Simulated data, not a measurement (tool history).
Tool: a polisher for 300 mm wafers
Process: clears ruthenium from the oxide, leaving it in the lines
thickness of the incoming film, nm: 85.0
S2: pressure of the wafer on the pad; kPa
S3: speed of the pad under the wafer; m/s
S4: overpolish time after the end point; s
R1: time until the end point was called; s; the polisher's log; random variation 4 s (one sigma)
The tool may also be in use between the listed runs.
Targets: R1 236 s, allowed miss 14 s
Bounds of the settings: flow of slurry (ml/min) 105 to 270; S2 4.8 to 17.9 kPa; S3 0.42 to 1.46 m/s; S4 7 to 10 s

{"run": 1, "hour": 0.0, "flow of slurry (ml/min)": 175, "S2": 11, "S3": 0.94, "S4": 10, "R1": 121.5}
{"run": 2, "hour": 2.5, "flow of slurry (ml/min)": 175, "S2": 11, "S3": 0.72, "S4": 10, "R1": 150.28}
{"run": 3, "hour": 9.8, "flow of slurry (ml/min)": 175, "S2": 10.3, "S3": 0.72, "S4": 10, "R1": 159.25}
{"run": 4, "hour": 12.7, "flow of slurry (ml/min)": 175, "S2": 10.3, "S3": 0.52, "S4": 10, "R1": 219.91}
{"run": 5, "hour": 19.6, "flow of slurry (ml/min)": 200, "S2": 10.3, "S3": 0.52, "S4": 10, "R1": 209.82}
{"run": 6, "hour": 28.5, "flow of slurry (ml/min)": 200, "S2": 12.4, "S3": 0.52, "S4": 10, "R1": 190.83}
{"run": 7, "hour": 29.7, "flow of slurry (ml/min)": 200, "S2": 11.7, "S3": 0.52, "S4": 10, "R1": 193.55}
{"hour": 35.5, "done": "slurry nozzle cleaned"}
{"run": 8, "hour": 35.5, "flow of slurry (ml/min)": 200, "S2": 10.3, "S3": 0.5, "S4": 10, "R1": 201.23}

4 next moves are on the table. One of them brings every result within its allowed miss. Which?
{"run": "A", "hour": 41.3, "flow of slurry (ml/min)": 190, "S2": 11, "S3": 0.5, "S4": 10, "R1": "?"}
{"run": "B", "hour": 41.3, "flow of slurry (ml/min)": 270, "S2": 9.7, "S3": 0.46, "S4": 7, "R1": "?"}
{"run": "C", "hour": 41.3, "flow of slurry (ml/min)": 175, "S2": 12.4, "S3": 0.62, "S4": 9, "R1": "?"}
{"run": "D", "hour": 41.3, "flow of slurry (ml/min)": 225, "S2": 13.1, "S3": 0.46, "S4": 10, "R1": "?"}

move=A R1=200.94
move=B R1=229.44
move=C R1=151.82
move=D R1=186.54
A: as far off as the last run
B: meets every target
C: further off than the last run
D: further off than the last run
Answer: B

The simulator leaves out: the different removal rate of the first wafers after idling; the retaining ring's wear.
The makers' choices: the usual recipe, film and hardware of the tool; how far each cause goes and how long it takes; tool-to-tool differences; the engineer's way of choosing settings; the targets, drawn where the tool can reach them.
